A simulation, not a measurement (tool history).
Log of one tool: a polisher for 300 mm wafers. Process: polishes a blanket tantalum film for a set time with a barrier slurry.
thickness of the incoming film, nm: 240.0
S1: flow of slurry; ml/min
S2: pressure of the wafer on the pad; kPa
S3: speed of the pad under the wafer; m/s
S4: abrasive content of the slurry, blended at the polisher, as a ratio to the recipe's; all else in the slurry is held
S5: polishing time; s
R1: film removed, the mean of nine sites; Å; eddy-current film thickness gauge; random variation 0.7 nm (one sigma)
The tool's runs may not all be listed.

run  hour   S1    S2    S3   S4  S5      R1
  1     0  305  11.7  0.98    1  23  374.71
  2   0.7  305  12.4  0.98    1  23  399.64
  3   4.5  305  12.4  0.98  0.9  23   381.8
  4  10.5  305  13.1  0.98  0.9  23  398.48
  5  12.4  305  13.8     1  0.9  23  432.86
  6  18.8  305  14.5     1  0.9  23  458.59
  7  22.9  305  15.2     1  0.9  23  470.28
  8  24.6  305  15.9  1.02  0.9  23  498.08

The next listed run, before its measurement:
  9    33  305  15.9  1.02  0.9  23   ?

Run 9 gave R1 501.22 Å.
